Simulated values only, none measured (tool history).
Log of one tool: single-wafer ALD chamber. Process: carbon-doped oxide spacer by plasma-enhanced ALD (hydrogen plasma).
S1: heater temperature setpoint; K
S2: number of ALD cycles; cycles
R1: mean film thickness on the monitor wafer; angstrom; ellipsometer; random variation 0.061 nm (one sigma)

Run 1, day 0: S1 653.15 K, S2 247 cycles. Result: R1 135.53 angstrom.
Run 2, day 0.121: S1 653.15 K, S2 231 cycles. Result: R1 126.18 angstrom.
Run 3, day 0.371: S1 653.15 K, S2 220 cycles. Result: R1 120.23 angstrom.
Run 4, day 0.396: S1 657.15 K, S2 220 cycles. Result: R1 120.47 angstrom.
Run 5, day 0.612: S1 649.15 K, S2 220 cycles. Result: R1 120.17 angstrom.
Run 6, day 0.746: S1 649.15 K, S2 212 cycles. Result: R1 115.64 angstrom.

Forecast run 7:
Run 7, day 0.85: S1 649.15 K, S2 207 cycles. Result: R1 ?.

R1: 112.81 angstrom
